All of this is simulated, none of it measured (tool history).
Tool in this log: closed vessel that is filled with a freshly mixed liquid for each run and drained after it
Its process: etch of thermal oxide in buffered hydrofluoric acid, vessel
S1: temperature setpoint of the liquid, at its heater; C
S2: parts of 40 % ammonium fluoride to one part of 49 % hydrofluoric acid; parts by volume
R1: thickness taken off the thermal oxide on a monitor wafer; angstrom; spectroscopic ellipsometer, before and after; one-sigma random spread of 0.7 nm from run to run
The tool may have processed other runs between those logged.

Run 1, day 0.000: S1 23.0 C, S2 19.0 parts by volume, time in the liquid (s) 95. Result: R1 522.45 angstrom.
Run 2, day 0.212: S1 23.0 C, S2 19.0 parts by volume, time in the liquid (s) 105. Result: R1 583.35 angstrom.
Run 3, day 0.492: S1 24.0 C, S2 17.5 parts by volume, time in the liquid (s) 105. Result: R1 663.60 angstrom.
Run 4, day 0.650: S1 24.0 C, S2 19.5 parts by volume, time in the liquid (s) 105. Result: R1 594.14 angstrom.
Run 5, day 0.833: S1 25.0 C, S2 18.0 parts by volume, time in the liquid (s) 105. Result: R1 686.59 angstrom.
Run 6, day 0.879: S1 25.0 C, S2 20.5 parts by volume, time in the liquid (s) 105. Result: R1 605.34 angstrom.
Run 7, day 1.229: S1 26.0 C, S2 19.0 parts by volume, time in the liquid (s) 105. Result: R1 686.93 angstrom.
Run 8, day 1.383: S1 27.0 C, S2 17.5 parts by volume, time in the liquid (s) 105. Result: R1 782.84 angstrom.
Run 9, day 1.492: S1 27.5 C, S2 16.5 parts by volume, time in the liquid (s) 105. Result: R1 855.01 angstrom.
Run 10, day 1.704: S1 28.0 C, S2 15.5 parts by volume, time in the liquid (s) 105. Result: R1 936.30 angstrom.
Run 11, day 1.917: S1 28.5 C, S2 15.0 parts by volume, time in the liquid (s) 105. Result: R1 992.95 angstrom.
Run 12, day 2.167: S1 29.0 C, S2 14.5 parts by volume, time in the liquid (s) 105. Result: R1 1049.10 angstrom.
Run 13, day 2.538: S1 29.5 C, S2 14.0 parts by volume, time in the liquid (s) 105. Result: R1 1108.90 angstrom.

Run 14 comes next. What will it give?
Run 14, day 2.875: S1 29.5 C, S2 14.0 parts by volume, time in the liquid (s) 105. Result: R1 ?.

Run 14 came out at R1 1111.10 angstrom.
